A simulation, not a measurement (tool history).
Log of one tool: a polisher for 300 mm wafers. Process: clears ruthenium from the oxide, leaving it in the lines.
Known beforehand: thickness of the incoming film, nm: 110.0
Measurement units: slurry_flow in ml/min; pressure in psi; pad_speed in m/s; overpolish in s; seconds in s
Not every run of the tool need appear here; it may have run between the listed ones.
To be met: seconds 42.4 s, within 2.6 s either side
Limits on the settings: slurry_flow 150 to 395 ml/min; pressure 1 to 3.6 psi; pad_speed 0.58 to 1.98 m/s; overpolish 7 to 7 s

run,day,slurry_flow,pressure,pad_speed,overpolish,seconds
1,0,250,2.3,1.28,7,76.802
2,0.308,250,2.8,1.28,7,63.807
3,0.533,250,3,1.34,7,57.976
4,0.862,250,3.2,1.4,7,54.232
5,0.892,250,3.5,1.4,7,49.677
6,1.212,205,3.5,1.4,7,49.291
7,1.446,205,3.5,1.46,7,46.747
8,1.5,205,3.5,1.5,7,45.469
9,1.604,205,3.5,1.52,7,45.124

Which single option among these 4 for the next run brings every result within its allowed miss of target? Just one does.
A,1.708,150,3.2,1.72,7,?
B,1.708,170,3.6,1.36,7,?
C,1.708,205,3.5,1.34,7,?
D,1.708,230,3.4,1.66,7,?

move,seconds
A,46.407
B,50.704
C,51.269
D,42.141
A: lands further from the targets than the last run did
B: lands further from the targets than the last run did
C: lands further from the targets than the last run did
D: every result within its allowed miss
Correct choice: D, which meets every target

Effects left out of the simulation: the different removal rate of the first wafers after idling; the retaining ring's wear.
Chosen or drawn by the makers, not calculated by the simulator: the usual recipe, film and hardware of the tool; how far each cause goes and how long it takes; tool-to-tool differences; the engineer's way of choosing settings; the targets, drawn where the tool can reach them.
